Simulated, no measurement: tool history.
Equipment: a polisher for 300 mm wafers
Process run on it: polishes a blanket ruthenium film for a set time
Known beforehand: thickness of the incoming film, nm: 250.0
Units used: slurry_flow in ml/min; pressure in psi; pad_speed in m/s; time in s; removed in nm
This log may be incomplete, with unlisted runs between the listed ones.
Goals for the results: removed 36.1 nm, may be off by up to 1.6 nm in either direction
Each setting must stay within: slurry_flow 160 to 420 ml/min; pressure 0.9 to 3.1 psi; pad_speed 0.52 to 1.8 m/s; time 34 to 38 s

run,hour,slurry_flow,pressure,pad_speed,time,removed
1,0,270,2,1.16,38,47.494
2,6.8,270,2.3,1.16,38,53.532
3,10.8,205,2.3,1.16,38,52.025
4,14.2,205,2.1,1.16,38,47.437
5,19.9,205,2,1.16,38,45.079
6,28.5,205,1.9,1.16,38,44.073
7,36.8,205,1.8,1.16,38,42.556
8,38.7,205,1.7,1.16,38,39.692

Exactly one of the 5 candidate moves below puts every result within its allowed miss. Which one?
A,40.6,205,1.6,1.06,38,?
B,40.6,165,1.7,1.34,37,?
C,40.6,205,1.9,1.16,35,?
D,40.6,225,1.9,1.08,35,?
E,40.6,235,1.9,1.12,35,?

move,removed
A,35.24
B,40.678
C,40.029
D,38.768
E,39.785
A: all results land within tolerance of their targets
B: lands further from the targets than the last run did
C: lands further from the targets than the last run did
D: better than the last run, though not everything is in spec
E: as far off as the last run
Correct choice: A, which meets every target
